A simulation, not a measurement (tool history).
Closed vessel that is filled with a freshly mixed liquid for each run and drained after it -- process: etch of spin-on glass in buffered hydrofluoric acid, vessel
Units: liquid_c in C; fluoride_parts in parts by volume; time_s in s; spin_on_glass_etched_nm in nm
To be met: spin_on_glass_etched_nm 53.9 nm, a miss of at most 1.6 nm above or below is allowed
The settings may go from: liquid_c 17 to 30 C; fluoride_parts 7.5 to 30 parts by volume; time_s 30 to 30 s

run	day	liquid_c	fluoride_parts	time_s	spin_on_glass_etched_nm
1	0	22	22	30	21.582
2	0.362	24	18.5	30	26.849
3	0.65	25.5	15.5	30	35.298
4	0.867	26.5	14.5	30	39.402
5	0.971	27.5	14	30	43.843
6	1.183	25	14	30	38.099
7	1.496	26.5	13.5	30	42.419
8	1.575	27.5	13.5	30	45.298
9	1.942	28	13.5	30	46.1
10	2.288	28.5	13.5	30	48.063
11	2.646	29	13.5	30	48.247
12	2.954	30	11.5	30	60.444
13	3.071	29.5	11.5	30	58.013
14	3.317	29	11.5	30	58.048
15	3.417	28.5	11.5	30	55.999

Consider the 4 candidate settings below. Which is the only one whose results all fall within their allowed miss of target?
A	3.517	29.5	11.5	30	?
B	3.517	30	13	30	?
C	3.517	27	10	30	?
D	3.517	30	12	30	?

move	spin_on_glass_etched_nm
A	58.704
B	53.461
C	58.92
D	57.816
A: the biggest miss grows against the last run
B: each result inside its tolerance
C: the biggest miss grows against the last run
D: the biggest miss grows against the last run
The right move is B.
